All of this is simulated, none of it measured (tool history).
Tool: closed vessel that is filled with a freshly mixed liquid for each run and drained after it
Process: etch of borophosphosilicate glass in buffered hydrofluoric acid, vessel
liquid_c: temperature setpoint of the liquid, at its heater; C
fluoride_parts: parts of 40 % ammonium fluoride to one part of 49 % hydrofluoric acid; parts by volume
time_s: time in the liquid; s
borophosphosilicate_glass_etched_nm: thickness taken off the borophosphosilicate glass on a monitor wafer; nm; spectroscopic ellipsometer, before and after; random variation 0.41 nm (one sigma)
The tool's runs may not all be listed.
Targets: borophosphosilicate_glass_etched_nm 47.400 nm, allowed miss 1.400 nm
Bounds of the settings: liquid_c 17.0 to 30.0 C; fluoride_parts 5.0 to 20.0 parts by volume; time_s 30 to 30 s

| run | day | liquid_c | fluoride_parts | time_s | borophosphosilicate_glass_etched_nm |
|---|---|---|---|---|---|
| 1 | 0.000 | 22.0 | 12.0 | 30 | 40.066 |
| 2 | 0.038 | 18.5 | 12.0 | 30 | 33.178 |
| 3 | 0.188 | 18.5 | 15.5 | 30 | 25.362 |
| 4 | 0.546 | 20.0 | 15.5 | 30 | 27.744 |
| 5 | 0.596 | 17.0 | 15.5 | 30 | 23.565 |
| 6 | 0.800 | 17.0 | 18.0 | 30 | 20.348 |
| 7 | 0.954 | 21.0 | 17.0 | 30 | 27.014 |
| 8 | 1.292 | 24.0 | 16.5 | 30 | 32.388 |
| 9 | 1.333 | 26.0 | 16.0 | 30 | 36.977 |
| 10 | 1.496 | 27.0 | 16.0 | 30 | 39.147 |
| 11 | 1.629 | 28.0 | 16.0 | 30 | 41.914 |
| 12 | 1.671 | 28.5 | 16.0 | 30 | 42.958 |

4 next moves are on the table. One of them brings every result within its allowed miss. Which?
| A | 1.712 | 30.0 | 15.5 | 30 | ? |
| B | 1.712 | 26.5 | 13.5 | 30 | ? |
| C | 1.712 | 29.0 | 15.5 | 30 | ? |
| D | 1.712 | 28.5 | 18.0 | 30 | ? |

| move | borophosphosilicate_glass_etched_nm |
|---|---|
| A | 47.640 |
| B | 45.390 |
| C | 45.212 |
| D | 38.003 |
A: meets every target
B: nearer than the last run, and not there yet
C: nearer than the last run, and not there yet
D: further off than the last run
The right move is A.
